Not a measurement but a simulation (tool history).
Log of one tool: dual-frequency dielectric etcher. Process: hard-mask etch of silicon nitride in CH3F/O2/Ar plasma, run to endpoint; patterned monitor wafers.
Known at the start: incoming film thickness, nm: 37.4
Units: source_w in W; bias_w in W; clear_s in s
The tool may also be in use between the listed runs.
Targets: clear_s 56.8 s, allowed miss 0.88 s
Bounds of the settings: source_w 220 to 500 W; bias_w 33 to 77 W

run	hour	source_w	bias_w	clear_s
1	0	360	55	61.321
2	0.8	370	55	61.445
3	5.5	380	55	60.102
4	10.8	380	51	62.075
5	12.2	390	51	61.468
6	13.7	400	51	60.5
7	20.1	410	51	59.658
8	26.7	420	51	59.341
9	34.8	430	51	58.724

5 next moves are on the table. One of them brings every result within its allowed miss. Which?
A	42.9	440	54	?
B	42.9	480	54	?
C	42.9	410	51	?
D	42.9	460	57	?
E	42.9	440	58	?

move	clear_s
A	56.255
B	54.084
C	59.428
D	53.976
E	54.692
A: meets every target
B: takes the result that was furthest off past its target
C: further off than the last run
D: takes the result that was furthest off past its target
E: takes the result that was furthest off past its target
The right move is A.

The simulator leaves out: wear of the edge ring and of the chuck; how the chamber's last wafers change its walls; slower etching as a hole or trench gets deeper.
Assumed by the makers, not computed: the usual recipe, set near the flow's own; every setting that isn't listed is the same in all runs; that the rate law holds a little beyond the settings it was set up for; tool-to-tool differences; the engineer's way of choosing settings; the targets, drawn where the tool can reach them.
